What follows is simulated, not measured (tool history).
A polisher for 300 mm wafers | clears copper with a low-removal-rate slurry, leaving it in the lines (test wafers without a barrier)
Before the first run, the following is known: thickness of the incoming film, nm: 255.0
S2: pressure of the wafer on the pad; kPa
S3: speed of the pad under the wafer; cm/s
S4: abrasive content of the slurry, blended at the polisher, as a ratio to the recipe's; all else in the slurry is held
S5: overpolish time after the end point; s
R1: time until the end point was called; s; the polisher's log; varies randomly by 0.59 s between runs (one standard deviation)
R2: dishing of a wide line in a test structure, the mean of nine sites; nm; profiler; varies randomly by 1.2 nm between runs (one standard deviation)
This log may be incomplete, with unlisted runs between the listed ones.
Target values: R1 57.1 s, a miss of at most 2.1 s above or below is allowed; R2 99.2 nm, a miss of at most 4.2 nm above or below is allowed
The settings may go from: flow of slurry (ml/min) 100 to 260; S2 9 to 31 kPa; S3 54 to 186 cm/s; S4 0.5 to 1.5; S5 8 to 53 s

Run 1, hour 0: flow of slurry (ml/min) 165, S2 20 kPa, S3 118 cm/s, S4 1, S5 27 s. Result: R1 86.198 s, R2 51.977 nm.
Run 2, hour 3.2: flow of slurry (ml/min) 150, S2 20 kPa, S3 118 cm/s, S4 1, S5 27 s. Result: R1 87.089 s, R2 52.058 nm.
Run 3, hour 8.9: flow of slurry (ml/min) 150, S2 22.1 kPa, S3 118 cm/s, S4 1, S5 27 s. Result: R1 79.994 s, R2 56.894 nm.
Run 4, hour 17.4: flow of slurry (ml/min) 150, S2 22.1 kPa, S3 118 cm/s, S4 0.85, S5 27 s. Result: R1 81.551 s, R2 55.742 nm.
Run 5, hour 22.4: flow of slurry (ml/min) 150, S2 22.1 kPa, S3 118 cm/s, S4 0.95, S5 27 s. Result: R1 82.696 s, R2 53.388 nm.
Run 6, hour 25.6: flow of slurry (ml/min) 150, S2 24.8 kPa, S3 120 cm/s, S4 0.95, S5 31 s. Result: R1 71.757 s, R2 67.154 nm.
Run 7, hour 29.9: flow of slurry (ml/min) 150, S2 26.2 kPa, S3 120 cm/s, S4 0.95, S5 33 s. Result: R1 68.558 s, R2 72.795 nm.
Run 8, hour 34.8: flow of slurry (ml/min) 165, S2 31 kPa, S3 122 cm/s, S4 0.95, S5 41 s. Result: R1 55.774 s, R2 95.344 nm.
Run 9, hour 35.7: flow of slurry (ml/min) 165, S2 31 kPa, S3 122 cm/s, S4 0.95, S5 41 s. Result: R1 56.012 s, R2 95.188 nm.

Pick the move, out of 5, that brings all results within their allowed miss; only one does.
Run A, hour 36.6: flow of slurry (ml/min) 160, S2 28.3 kPa, S3 134 cm/s, S4 0.9, S5 38 s. Result: R1 ?, R2 ?.
Run B, hour 36.6: flow of slurry (ml/min) 155, S2 31 kPa, S3 120 cm/s, S4 1, S5 36 s. Result: R1 ?, R2 ?.
Run C, hour 36.6: flow of slurry (ml/min) 140, S2 28.3 kPa, S3 132 cm/s, S4 1.3, S5 37 s. Result: R1 ?, R2 ?.
Run D, hour 36.6: flow of slurry (ml/min) 140, S2 31 kPa, S3 130 cm/s, S4 0.75, S5 34 s. Result: R1 ?, R2 ?.
Run E, hour 36.6: flow of slurry (ml/min) 175, S2 26.9 kPa, S3 134 cm/s, S4 1, S5 49 s. Result: R1 ?, R2 ?.

move      R1      R2
   A  58.039  89.469
   B  58.841  86.607
   C  57.174   88.86
   D  57.287  84.997
   E  59.158  101.06
A: its largest miss is bigger than the last run's
B: its largest miss is bigger than the last run's
C: its largest miss is bigger than the last run's
D: its largest miss is bigger than the last run's
E: all results land within tolerance of their targets
Go with E: it meets all targets.
